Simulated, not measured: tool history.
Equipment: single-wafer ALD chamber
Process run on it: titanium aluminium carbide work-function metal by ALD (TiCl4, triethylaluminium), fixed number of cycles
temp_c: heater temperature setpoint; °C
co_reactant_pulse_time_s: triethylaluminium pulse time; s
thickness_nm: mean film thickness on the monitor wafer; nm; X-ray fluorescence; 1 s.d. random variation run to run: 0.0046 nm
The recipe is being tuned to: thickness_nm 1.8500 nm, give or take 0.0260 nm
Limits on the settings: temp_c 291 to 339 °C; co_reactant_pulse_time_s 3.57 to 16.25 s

run,hour,temp_c,co_reactant_pulse_time_s,thickness_nm
1,0.0,315,9.91,2.1735
2,7.0,324,9.91,2.2321
3,12.2,324,8.45,2.1937
4,18.1,319,7.70,2.1213
5,24.3,314,7.70,2.0765
6,31.0,314,9.31,2.1350
7,39.1,311,8.69,2.0909
8,41.9,308,8.17,2.0476
9,45.5,306,7.77,2.0143
10,51.5,304,7.48,1.9907
11,54.8,302,7.22,1.9582
12,61.5,301,7.07,1.9449
13,62.6,300,6.95,1.9171
14,70.1,299,6.91,1.9094
15,77.4,298,6.87,1.9063
16,79.3,297,6.83,1.8988

5 candidate next runs follow, results not yet known. Just one meets every target within its allowed miss. Identify it.
A,81.2,298,8.11,?
B,81.2,299,7.30,?
C,81.2,299,6.12,?
D,81.2,302,7.07,?
E,81.2,291,9.41,?

move,thickness_nm
A,1.9629
B,1.9314
C,1.8502
D,1.9420
E,1.9490
A: its largest miss is bigger than the last run's
B: its largest miss is bigger than the last run's
C: in spec on every target
D: its largest miss is bigger than the last run's
E: its largest miss is bigger than the last run's
The move that meets every target is C.
